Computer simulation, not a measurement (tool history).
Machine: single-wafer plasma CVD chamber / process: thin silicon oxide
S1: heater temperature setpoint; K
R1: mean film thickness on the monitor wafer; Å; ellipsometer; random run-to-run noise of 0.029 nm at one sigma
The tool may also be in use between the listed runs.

Run 1, hour 0: S1 698.15 K, chamber pressure (Pa) 129.5, RF power (W) 370, deposition time (s) 3.72. Result: R1 83.283 Å.
Run 2, hour 6.9: S1 703.15 K, chamber pressure (Pa) 114.4, RF power (W) 335, deposition time (s) 3.67. Result: R1 69.396 Å.
Run 3, hour 15.6: S1 704.15 K, chamber pressure (Pa) 103.7, RF power (W) 330, deposition time (s) 3.67. Result: R1 61.76 Å.
Run 4, hour 16.4: S1 697.15 K, chamber pressure (Pa) 103.7, RF power (W) 330, deposition time (s) 3.67. Result: R1 62.265 Å.
Run 5, hour 21: S1 697.15 K, chamber pressure (Pa) 97.5, RF power (W) 330, deposition time (s) 3.67. Result: R1 57.079 Å.
Run 6, hour 26.8: S1 696.15 K, chamber pressure (Pa) 94.8, RF power (W) 330, deposition time (s) 3.67. Result: R1 54.924 Å.

What will run 7 give?
Run 7, hour 28.2: S1 693.15 K, chamber pressure (Pa) 93.7, RF power (W) 330, deposition time (s) 3.67. Result: R1 ?.

Run 7 gave R1 54.804 Å.

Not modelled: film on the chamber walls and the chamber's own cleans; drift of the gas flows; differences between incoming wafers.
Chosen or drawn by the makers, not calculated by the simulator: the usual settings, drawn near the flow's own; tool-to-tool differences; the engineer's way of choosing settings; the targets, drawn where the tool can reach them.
